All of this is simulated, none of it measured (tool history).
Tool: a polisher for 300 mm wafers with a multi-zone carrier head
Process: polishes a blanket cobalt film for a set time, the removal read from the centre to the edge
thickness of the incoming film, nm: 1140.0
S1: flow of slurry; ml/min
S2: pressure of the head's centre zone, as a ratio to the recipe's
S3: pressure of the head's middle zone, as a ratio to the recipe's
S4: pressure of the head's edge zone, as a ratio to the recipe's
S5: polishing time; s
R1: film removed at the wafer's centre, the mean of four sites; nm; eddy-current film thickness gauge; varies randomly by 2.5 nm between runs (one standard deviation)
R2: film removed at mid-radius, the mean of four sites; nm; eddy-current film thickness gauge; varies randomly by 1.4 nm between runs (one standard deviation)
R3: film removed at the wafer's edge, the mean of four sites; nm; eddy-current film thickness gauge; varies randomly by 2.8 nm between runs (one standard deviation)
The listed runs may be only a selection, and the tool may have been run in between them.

run	hour	S1	S2	S3	S4	S5	R1	R2	R3
1	0.0	190	1.00	1.00	1.00	61	154.66	147.61	152.85
2	7.1	200	1.00	1.04	1.04	63	157.84	159.52	161.84
3	10.3	200	1.00	1.04	0.98	63	160.60	158.50	153.84
4	14.8	210	1.02	1.07	1.02	64	169.84	167.13	167.87
5	21.2	210	1.02	1.07	1.02	76	197.74	197.54	197.44
6	25.9	210	1.02	1.07	1.02	88	232.15	230.31	225.89
7	27.1	210	1.02	1.07	1.02	88	227.85	229.81	223.98
8	33.9	195	0.99	1.05	1.01	88	217.55	224.06	213.38
9	39.0	145	0.89	0.95	1.04	86	185.08	195.52	211.08
10	45.7	145	0.89	0.96	1.01	86	188.58	198.01	206.49

Run 11 is up next; what results do you expect?
11	48.3	140	0.88	0.96	0.99	86	?	?	?

For run 11 the tool returned R1 184.82 nm, R2 193.56 nm, R3 208.03 nm.
